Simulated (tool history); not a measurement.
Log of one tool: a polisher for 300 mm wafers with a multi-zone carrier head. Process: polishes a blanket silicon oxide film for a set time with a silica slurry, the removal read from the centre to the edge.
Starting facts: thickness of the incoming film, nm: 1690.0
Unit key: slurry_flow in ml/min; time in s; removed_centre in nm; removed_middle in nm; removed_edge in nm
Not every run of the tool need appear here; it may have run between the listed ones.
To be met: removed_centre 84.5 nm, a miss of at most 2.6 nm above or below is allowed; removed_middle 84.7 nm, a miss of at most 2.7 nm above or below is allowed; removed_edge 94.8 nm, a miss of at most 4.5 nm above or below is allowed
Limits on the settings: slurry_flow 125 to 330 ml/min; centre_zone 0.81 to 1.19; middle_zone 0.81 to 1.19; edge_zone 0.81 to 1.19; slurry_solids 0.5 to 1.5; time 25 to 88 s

Run 1, hour 0: slurry_flow 210 ml/min, centre_zone 1, middle_zone 1, edge_zone 1, slurry_solids 1, time 56 s. Result: removed_centre 133.57 nm, removed_middle 134.18 nm, removed_edge 134.58 nm.
Run 2, hour 7.2: slurry_flow 200 ml/min, centre_zone 0.97, middle_zone 0.96, edge_zone 0.98, slurry_solids 0.85, time 55 s. Result: removed_centre 118.29 nm, removed_middle 118.86 nm, removed_edge 121.88 nm.
Run 3, hour 9.6: slurry_flow 165 ml/min, centre_zone 0.97, middle_zone 0.96, edge_zone 0.98, slurry_solids 0.85, time 55 s. Result: removed_centre 115.4 nm, removed_middle 113.37 nm, removed_edge 119.85 nm.
Run 4, hour 11.3: slurry_flow 160 ml/min, centre_zone 0.94, middle_zone 0.93, edge_zone 0.96, slurry_solids 0.75, time 55 s. Result: removed_centre 106.49 nm, removed_middle 107.26 nm, removed_edge 112 nm.
Run 5, hour 11.8: slurry_flow 210 ml/min, centre_zone 0.94, middle_zone 0.93, edge_zone 0.96, slurry_solids 0.75, time 55 s. Result: removed_centre 109.41 nm, removed_middle 110.82 nm, removed_edge 113.17 nm.
Run 6, hour 18: slurry_flow 210 ml/min, centre_zone 0.97, middle_zone 0.93, edge_zone 0.96, slurry_solids 0.75, time 55 s. Result: removed_centre 112.52 nm, removed_middle 110.55 nm, removed_edge 112.28 nm.
Run 7, hour 25.4: slurry_flow 200 ml/min, centre_zone 0.94, middle_zone 0.9, edge_zone 0.96, slurry_solids 0.7, time 55 s. Result: removed_centre 106.25 nm, removed_middle 105.87 nm, removed_edge 112.26 nm.
Run 8, hour 29.1: slurry_flow 190 ml/min, centre_zone 0.92, middle_zone 0.88, edge_zone 0.95, slurry_solids 0.65, time 54 s. Result: removed_centre 95.792 nm, removed_middle 98.672 nm, removed_edge 105.49 nm.
Run 9, hour 30.2: slurry_flow 180 ml/min, centre_zone 0.92, middle_zone 0.86, edge_zone 0.94, slurry_solids 0.6, time 54 s. Result: removed_centre 92.642 nm, removed_middle 92.457 nm, removed_edge 99.21 nm.
Run 10, hour 31.5: slurry_flow 170 ml/min, centre_zone 0.91, middle_zone 0.85, edge_zone 0.94, slurry_solids 0.6, time 54 s. Result: removed_centre 89.573 nm, removed_middle 90.679 nm, removed_edge 97.387 nm.
Run 11, hour 32.8: slurry_flow 160 ml/min, centre_zone 0.91, middle_zone 0.84, edge_zone 0.94, slurry_solids 0.6, time 54 s. Result: removed_centre 87.249 nm, removed_middle 89.876 nm, removed_edge 96.91 nm.
Run 12, hour 33.9: slurry_flow 155 ml/min, centre_zone 0.92, middle_zone 0.83, edge_zone 0.95, slurry_solids 0.6, time 54 s. Result: removed_centre 89.844 nm, removed_middle 87.346 nm, removed_edge 95.917 nm.
Run 13, hour 40.8: slurry_flow 150 ml/min, centre_zone 0.91, middle_zone 0.83, edge_zone 0.95, slurry_solids 0.6, time 54 s. Result: removed_centre 88.124 nm, removed_middle 86.924 nm, removed_edge 95.77 nm.

Pick the move, out of 4, that brings all results within their allowed miss; only one does.
Run A, hour 47.7: slurry_flow 135 ml/min, centre_zone 0.98, middle_zone 0.82, edge_zone 0.89, slurry_solids 0.6, time 56 s. Result: removed_centre ?, removed_middle ?, removed_edge ?.
Run B, hour 47.7: slurry_flow 140 ml/min, centre_zone 0.85, middle_zone 0.81, edge_zone 1.02, slurry_solids 0.7, time 54 s. Result: removed_centre ?, removed_middle ?, removed_edge ?.
Run C, hour 47.7: slurry_flow 180 ml/min, centre_zone 0.9, middle_zone 0.86, edge_zone 1.03, slurry_solids 0.5, time 55 s. Result: removed_centre ?, removed_middle ?, removed_edge ?.
Run D, hour 47.7: slurry_flow 125 ml/min, centre_zone 0.97, middle_zone 0.85, edge_zone 0.95, slurry_solids 0.75, time 50 s. Result: removed_centre ?, removed_middle ?, removed_edge ?.

move  removed_centre  removed_middle  removed_edge
   A          93.978           86.82        94.103
   B          86.871          90.699        105.07
   C          83.502          84.423        94.271
   D          90.502          85.972        95.113
A: further off than the last run
B: gets the furthest-off result to its target, but another result is out of tolerance
C: all results in spec
D: further off than the last run
The right move is C.

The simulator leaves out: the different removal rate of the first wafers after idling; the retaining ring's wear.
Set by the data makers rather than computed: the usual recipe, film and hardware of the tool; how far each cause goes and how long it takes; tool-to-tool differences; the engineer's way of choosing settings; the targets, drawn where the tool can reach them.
